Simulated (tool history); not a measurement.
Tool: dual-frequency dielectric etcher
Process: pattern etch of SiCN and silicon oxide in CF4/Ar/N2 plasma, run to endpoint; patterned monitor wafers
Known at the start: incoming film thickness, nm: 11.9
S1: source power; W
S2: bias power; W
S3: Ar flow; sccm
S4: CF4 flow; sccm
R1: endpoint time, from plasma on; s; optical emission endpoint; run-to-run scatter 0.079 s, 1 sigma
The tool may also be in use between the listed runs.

Run 1, hour 0: S1 560 W, S2 54 W, S3 111 sccm, S4 77 sccm. Result: R1 12.855 s.
Run 2, hour 7.3: S1 560 W, S2 54 W, S3 111 sccm, S4 70 sccm. Result: R1 13.049 s.
Run 3, hour 15.8: S1 560 W, S2 54 W, S3 124 sccm, S4 70 sccm. Result: R1 13.407 s.
Run 4, hour 23.7: S1 590 W, S2 54 W, S3 124 sccm, S4 70 sccm. Result: R1 12.859 s.
Run 5, hour 30.4: S1 610 W, S2 54 W, S3 124 sccm, S4 70 sccm. Result: R1 12.751 s.
Run 6, hour 32.8: S1 610 W, S2 47 W, S3 124 sccm, S4 70 sccm. Result: R1 12.95 s.
Run 7, hour 39.7: S1 640 W, S2 48 W, S3 124 sccm, S4 70 sccm. Result: R1 12.569 s.

Expected results for the next run?
Run 8, hour 43.9: S1 750 W, S2 53 W, S3 119 sccm, S4 72 sccm. Result: R1 ?.

{"run 8": {"R1": 11.144}}

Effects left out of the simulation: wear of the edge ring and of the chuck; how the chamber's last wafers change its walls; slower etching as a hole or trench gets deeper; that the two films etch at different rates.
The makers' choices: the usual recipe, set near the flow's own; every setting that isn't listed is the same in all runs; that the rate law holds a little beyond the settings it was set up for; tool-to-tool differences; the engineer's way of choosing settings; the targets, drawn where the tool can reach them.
